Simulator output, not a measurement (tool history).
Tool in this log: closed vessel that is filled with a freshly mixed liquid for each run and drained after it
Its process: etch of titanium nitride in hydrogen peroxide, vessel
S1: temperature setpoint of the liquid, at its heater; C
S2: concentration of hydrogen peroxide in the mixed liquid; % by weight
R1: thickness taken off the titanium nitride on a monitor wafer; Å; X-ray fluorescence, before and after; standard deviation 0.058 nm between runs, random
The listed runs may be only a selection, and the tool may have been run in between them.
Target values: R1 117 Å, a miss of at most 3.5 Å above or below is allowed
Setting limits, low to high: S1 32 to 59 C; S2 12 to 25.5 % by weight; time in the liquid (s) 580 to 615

Run 1, hour 0: S1 43 C, S2 17.5 % by weight, time in the liquid (s) 580. Result: R1 261 Å.
Run 2, hour 0.6: S1 39 C, S2 17.5 % by weight, time in the liquid (s) 580. Result: R1 192.24 Å.
Run 3, hour 5.2: S1 37 C, S2 17.5 % by weight, time in the liquid (s) 580. Result: R1 165.72 Å.
Run 4, hour 9.4: S1 35.5 C, S2 17.5 % by weight, time in the liquid (s) 580. Result: R1 145.43 Å.
Run 5, hour 17.9: S1 38.5 C, S2 17.5 % by weight, time in the liquid (s) 580. Result: R1 185.27 Å.
Run 6, hour 24.6: S1 36.5 C, S2 17.5 % by weight, time in the liquid (s) 580. Result: R1 158.53 Å.
Run 7, hour 29.9: S1 35 C, S2 17.5 % by weight, time in the liquid (s) 580. Result: R1 140.79 Å.
Run 8, hour 38.6: S1 34 C, S2 17.5 % by weight, time in the liquid (s) 580. Result: R1 129.84 Å.
Run 9, hour 44.7: S1 33.5 C, S2 17.5 % by weight, time in the liquid (s) 580. Result: R1 124.16 Å.

5 next moves are on the table. One of them brings every result within its allowed miss. Which?
Run A, hour 50.8: S1 34 C, S2 17.5 % by weight, time in the liquid (s) 585. Result: R1 ?.
Run B, hour 50.8: S1 32.5 C, S2 17 % by weight, time in the liquid (s) 590. Result: R1 ?.
Run C, hour 50.8: S1 33.5 C, S2 20.5 % by weight, time in the liquid (s) 615. Result: R1 ?.
Run D, hour 50.8: S1 34 C, S2 19 % by weight, time in the liquid (s) 580. Result: R1 ?.
Run E, hour 50.8: S1 34 C, S2 17 % by weight, time in the liquid (s) 610. Result: R1 ?.

move      R1
   A  131.45
   B   116.8
   C  137.32
   D  132.62
   E  136.22
A: the biggest miss grows against the last run
B: meets every target
C: the biggest miss grows against the last run
D: the biggest miss grows against the last run
E: the biggest miss grows against the last run
B meets every target.
